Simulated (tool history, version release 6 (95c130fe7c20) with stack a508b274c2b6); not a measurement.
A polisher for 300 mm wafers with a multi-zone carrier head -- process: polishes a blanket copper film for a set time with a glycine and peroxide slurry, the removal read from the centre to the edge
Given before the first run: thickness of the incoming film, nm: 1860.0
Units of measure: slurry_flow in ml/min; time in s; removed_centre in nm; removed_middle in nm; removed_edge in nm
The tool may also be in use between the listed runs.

run,hour,slurry_flow,centre_zone,middle_zone,edge_zone,time,removed_centre,removed_middle,removed_edge
1,0.0,270,1.00,1.00,1.00,54,219.25,221.59,214.10
2,5.5,265,0.99,0.98,0.97,50,198.88,199.52,192.01
3,7.6,260,0.98,0.96,0.94,48,190.26,188.97,180.02
4,14.4,260,0.98,0.96,0.94,43,170.81,171.76,162.90
5,20.6,255,0.97,0.93,0.92,43,167.16,164.35,161.82
6,24.5,250,0.97,0.92,0.90,42,164.09,158.98,155.91
7,27.8,245,0.96,0.91,0.88,42,162.44,157.57,155.96
8,29.7,245,0.96,0.91,0.87,41,159.32,152.72,148.90

Expected results for the next run?
9,30.8,240,0.95,0.91,0.86,41,?,?,?

removed_centre: 156.71 nm
removed_middle: 154.00 nm
removed_edge: 148.35 nm
